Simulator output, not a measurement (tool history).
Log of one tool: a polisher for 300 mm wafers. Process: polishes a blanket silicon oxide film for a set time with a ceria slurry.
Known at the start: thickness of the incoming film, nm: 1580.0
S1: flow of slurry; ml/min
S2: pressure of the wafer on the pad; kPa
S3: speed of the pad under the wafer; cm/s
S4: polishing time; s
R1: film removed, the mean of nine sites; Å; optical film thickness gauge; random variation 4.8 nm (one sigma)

run 1 hour=0.0 | S1=235 S2=28.3 S3=98 S4=122 | R1=7186.8
run 2 hour=2.7 | S1=235 S2=26.9 S3=98 S4=122 | R1=7013.7
run 3 hour=11.4 | S1=235 S2=26.9 S3=82 S4=122 | R1=5781.4
run 4 hour=13.0 | S1=235 S2=26.9 S3=66 S4=122 | R1=4851.3
run 5 hour=14.0 | S1=260 S2=26.9 S3=66 S4=122 | R1=4940.8
run 6 hour=16.3 | S1=260 S2=26.9 S3=66 S4=127 | R1=5081.2
run 7 hour=18.6 | S1=260 S2=26.2 S3=66 S4=127 | R1=5034.3
run 8 hour=26.3 | S1=260 S2=25.5 S3=66 S4=127 | R1=4952.2

Run 9 comes next. What will it give?
run 9 hour=33.6 | S1=260 S2=24.8 S3=66 S4=127 | R1=?

R1: 4849.3 Å
